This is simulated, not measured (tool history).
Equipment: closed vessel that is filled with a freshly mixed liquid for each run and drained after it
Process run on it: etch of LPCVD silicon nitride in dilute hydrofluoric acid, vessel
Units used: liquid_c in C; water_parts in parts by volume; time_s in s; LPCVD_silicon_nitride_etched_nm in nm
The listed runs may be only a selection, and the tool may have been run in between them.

run,hour,liquid_c,water_parts,time_s,LPCVD_silicon_nitride_etched_nm
1,0.0,20.0,230,2810,3.7897
2,3.1,23.5,230,2810,4.8020
3,9.3,22.0,240,2810,4.1954
4,17.3,20.5,240,2810,3.8163
5,21.5,19.5,250,2810,3.4338
6,29.5,22.5,250,2810,4.1542
7,33.2,21.0,260,2810,3.6742
8,42.5,20.0,265,2810,3.3564
9,45.8,19.5,270,2810,3.1686
10,49.5,19.0,275,2810,3.0064
11,53.5,18.5,275,2810,2.9509

For run 12, what comes out?
12,58.5,18.5,275,2810,?

LPCVD_silicon_nitride_etched_nm: 2.9140 nm

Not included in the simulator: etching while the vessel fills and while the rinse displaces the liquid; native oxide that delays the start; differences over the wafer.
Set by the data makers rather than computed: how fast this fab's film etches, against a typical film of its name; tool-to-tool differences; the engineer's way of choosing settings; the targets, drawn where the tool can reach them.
